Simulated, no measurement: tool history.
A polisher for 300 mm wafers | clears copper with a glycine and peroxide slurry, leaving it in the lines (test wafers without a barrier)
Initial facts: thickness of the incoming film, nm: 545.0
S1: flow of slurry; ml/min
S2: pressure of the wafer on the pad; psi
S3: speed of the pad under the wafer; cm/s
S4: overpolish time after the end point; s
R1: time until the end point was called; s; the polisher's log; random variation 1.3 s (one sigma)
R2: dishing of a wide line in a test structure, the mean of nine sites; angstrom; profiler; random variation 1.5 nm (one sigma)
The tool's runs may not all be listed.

run,hour,S1,S2,S3,S4,R1,R2
1,0,125,2.6,124,20,75.276,840.27
2,6.7,120,2.2,122,21,84.829,782.06
3,13.4,120,2.5,122,21,79.225,853.46
4,17.6,120,2.5,122,26,77.675,953.76
5,25.4,115,2.1,120,26,87.953,837.13
6,30.9,110,1.8,116,27,100.73,817.8
7,31.6,105,1.6,116,26,109.03,754.58

The next listed run, before its measurement:
8,38.9,100,1.5,116,25,?,?

{"run 8": {"R1": 112.33, "R2": 708.68}}

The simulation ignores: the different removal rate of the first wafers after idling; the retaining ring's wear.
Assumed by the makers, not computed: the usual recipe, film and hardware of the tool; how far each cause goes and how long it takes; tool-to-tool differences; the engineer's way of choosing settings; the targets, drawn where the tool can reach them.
